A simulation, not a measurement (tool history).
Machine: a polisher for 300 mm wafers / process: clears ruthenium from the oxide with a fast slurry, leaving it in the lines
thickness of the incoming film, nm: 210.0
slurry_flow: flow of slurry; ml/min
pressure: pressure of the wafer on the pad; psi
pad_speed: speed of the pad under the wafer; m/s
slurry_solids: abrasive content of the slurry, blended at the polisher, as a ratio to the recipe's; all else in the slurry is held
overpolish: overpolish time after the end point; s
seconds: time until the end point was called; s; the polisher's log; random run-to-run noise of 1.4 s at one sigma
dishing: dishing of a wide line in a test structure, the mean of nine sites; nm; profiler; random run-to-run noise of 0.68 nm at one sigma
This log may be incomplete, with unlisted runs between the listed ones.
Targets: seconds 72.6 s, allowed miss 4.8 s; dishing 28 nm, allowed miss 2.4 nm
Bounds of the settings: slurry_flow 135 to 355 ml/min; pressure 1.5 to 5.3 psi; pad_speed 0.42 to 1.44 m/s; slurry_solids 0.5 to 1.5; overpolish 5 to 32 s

run  hour  slurry_flow  pressure  pad_speed  slurry_solids  overpolish  seconds  dishing
  1     0          225       3.4       0.92              1          16   49.571   49.083
  2   3.4          225       3.7       0.92              1          16   45.468   50.658
  3   6.5          225       3.4        0.9              1          14   49.479   42.499
  4   8.1          225       3.4        0.9           0.85          14    54.01   40.874
  5  16.4          225       3.2       0.88           0.85          13   57.843   36.598
  6  22.2          225         3       0.88           0.85          12   62.304   32.674
  7  30.1          225       2.9       0.88           0.85          12   65.511   31.838
  8  35.4          225       2.8       0.88           0.85          12    64.56   30.435
  9  44.2          225       2.3       0.86           0.85          13   80.454   26.256

Which one of the following 5 next-run settings gets every result inside its allowed miss? There is exactly one.
  A    53          290       2.5       1.12           0.75          10        ?        ?
  B    53          190       2.9        0.9            0.8          11        ?        ?
  C    53          265       2.4       0.84           0.95          12        ?        ?
  D    53          205       2.5       0.88            0.9           9        ?        ?
  E    53          175       2.2       0.76           0.95          14        ?        ?

move  seconds  dishing
   A   62.115   27.905
   B   64.416   29.372
   C   72.989    28.42
   D    70.75   22.647
   E   87.963   27.627
A: carries the result that was furthest off beyond its target, to the other side
B: carries the result that was furthest off beyond its target, to the other side
C: meets every target
D: puts the biggest miss on target and leaves a different result outside tolerance
E: moves away from the targets compared with the last run
Answer: C
